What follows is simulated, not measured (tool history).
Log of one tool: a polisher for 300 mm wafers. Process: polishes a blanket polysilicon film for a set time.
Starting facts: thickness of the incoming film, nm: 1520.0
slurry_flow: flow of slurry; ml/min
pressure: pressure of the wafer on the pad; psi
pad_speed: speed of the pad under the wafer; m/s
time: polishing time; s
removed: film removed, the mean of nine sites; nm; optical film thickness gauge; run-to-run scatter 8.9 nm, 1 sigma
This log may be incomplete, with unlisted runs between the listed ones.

Run 1, hour 0: slurry_flow 230 ml/min, pressure 3.3 psi, pad_speed 1.16 m/s, time 59 s. Result: removed 543.4 nm.
Run 2, hour 3: slurry_flow 230 ml/min, pressure 3.6 psi, pad_speed 1.16 m/s, time 59 s. Result: removed 587.85 nm.
Run 3, hour 10.7: slurry_flow 230 ml/min, pressure 3.6 psi, pad_speed 1.32 m/s, time 59 s. Result: removed 665.61 nm.
Run 4, hour 18.4: slurry_flow 185 ml/min, pressure 3.6 psi, pad_speed 1.32 m/s, time 59 s. Result: removed 646.32 nm.
Run 5, hour 21.4: slurry_flow 140 ml/min, pressure 3.6 psi, pad_speed 1.32 m/s, time 59 s. Result: removed 614.81 nm.
At hour 25.6: worn pad replaced by a new one.
Run 6, hour 25.6: slurry_flow 155 ml/min, pressure 3.7 psi, pad_speed 1.32 m/s, time 59 s. Result: removed 708.15 nm.
Run 7, hour 27.3: slurry_flow 155 ml/min, pressure 3.8 psi, pad_speed 1.32 m/s, time 59 s. Result: removed 713.89 nm.
Run 8, hour 33.9: slurry_flow 155 ml/min, pressure 3.9 psi, pad_speed 1.32 m/s, time 59 s. Result: removed 719.58 nm.

What will run 9 give?
Run 9, hour 38.3: slurry_flow 155 ml/min, pressure 4 psi, pad_speed 1.32 m/s, time 59 s. Result: removed ?.

Run 9 gave removed 748.39 nm.
